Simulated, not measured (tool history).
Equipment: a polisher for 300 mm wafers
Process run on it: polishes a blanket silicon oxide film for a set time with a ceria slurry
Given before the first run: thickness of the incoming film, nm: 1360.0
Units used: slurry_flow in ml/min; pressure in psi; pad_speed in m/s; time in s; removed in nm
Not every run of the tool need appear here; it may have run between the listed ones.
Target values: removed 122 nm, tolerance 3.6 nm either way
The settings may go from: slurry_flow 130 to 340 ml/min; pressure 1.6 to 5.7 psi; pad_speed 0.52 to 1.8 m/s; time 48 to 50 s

{"run": 1, "hour": 0.0, "slurry_flow": 220, "pressure": 3.6, "pad_speed": 1.16, "time": 48, "removed": 272.78}
{"run": 2, "hour": 6.8, "slurry_flow": 215, "pressure": 2.9, "pad_speed": 1.08, "time": 48, "removed": 203.2}
{"run": 3, "hour": 12.5, "slurry_flow": 215, "pressure": 2.9, "pad_speed": 1.08, "time": 48, "removed": 205.26}
{"run": 4, "hour": 18.1, "slurry_flow": 210, "pressure": 2.5, "pad_speed": 1.04, "time": 48, "removed": 172.21}
{"run": 5, "hour": 20.3, "slurry_flow": 210, "pressure": 2, "pad_speed": 1.04, "time": 48, "removed": 138.77}
{"run": 6, "hour": 29.1, "slurry_flow": 240, "pressure": 2, "pad_speed": 1.04, "time": 48, "removed": 139.95}
{"run": 7, "hour": 30.2, "slurry_flow": 240, "pressure": 1.9, "pad_speed": 1.04, "time": 48, "removed": 133.48}
{"run": 8, "hour": 31.3, "slurry_flow": 240, "pressure": 1.8, "pad_speed": 1.04, "time": 48, "removed": 128.27}
{"run": 9, "hour": 37.8, "slurry_flow": 230, "pressure": 1.6, "pad_speed": 1.04, "time": 48, "removed": 114.76}
{"hour": 45.1, "done": "head pressure recalibrated"}
{"run": 10, "hour": 45.1, "slurry_flow": 265, "pressure": 1.7, "pad_speed": 1.04, "time": 48, "removed": 132.11}

4 next moves are on the table. One of them brings every result within its allowed miss. Which?
{"run": "A", "hour": 52.4, "slurry_flow": 255, "pressure": 2.4, "pad_speed": 0.72, "time": 50, "removed": "?"}
{"run": "B", "hour": 52.4, "slurry_flow": 265, "pressure": 1.9, "pad_speed": 1.02, "time": 48, "removed": "?"}
{"run": "C", "hour": 52.4, "slurry_flow": 275, "pressure": 1.7, "pad_speed": 0.94, "time": 48, "removed": "?"}
{"run": "D", "hour": 52.4, "slurry_flow": 240, "pressure": 2.3, "pad_speed": 0.88, "time": 48, "removed": "?"}

move=A removed=135.16
move=B removed=145.78
move=C removed=121.82
move=D removed=149.89
A: the biggest miss grows against the last run
B: the biggest miss grows against the last run
C: meets every target
D: the biggest miss grows against the last run
Correct choice: C, which meets every target
